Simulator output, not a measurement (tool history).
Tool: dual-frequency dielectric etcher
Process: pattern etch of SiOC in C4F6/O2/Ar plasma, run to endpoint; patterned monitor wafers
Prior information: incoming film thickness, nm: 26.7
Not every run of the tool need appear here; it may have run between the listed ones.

run 1 day=0.000 | bias_power_(kW)=0.635 source_power_(kW)=0.410 | endpoint_time_(s)=8.0622
run 2 day=0.204 | bias_power_(kW)=0.654 source_power_(kW)=0.410 | endpoint_time_(s)=7.8625
run 3 day=0.488 | bias_power_(kW)=0.667 source_power_(kW)=0.410 | endpoint_time_(s)=7.7797
run 4 day=0.667 | bias_power_(kW)=0.677 source_power_(kW)=0.410 | endpoint_time_(s)=7.6967
run 5 day=1.021 | bias_power_(kW)=0.685 source_power_(kW)=0.410 | endpoint_time_(s)=7.6366
run 6 day=1.321 | bias_power_(kW)=0.685 source_power_(kW)=0.360 | endpoint_time_(s)=7.7844
run 7 day=1.621 | bias_power_(kW)=0.696 source_power_(kW)=0.360 | endpoint_time_(s)=7.7173
run 8 day=1.850 | bias_power_(kW)=0.705 source_power_(kW)=0.360 | endpoint_time_(s)=7.8361
run 9 day=2.179 | bias_power_(kW)=0.719 source_power_(kW)=0.360 | endpoint_time_(s)=7.7378

Run 10 is up next; what results do you expect?
run 10 day=2.471 | bias_power_(kW)=0.732 source_power_(kW)=0.360 | endpoint_time_(s)=?

endpoint time (s): 7.6688
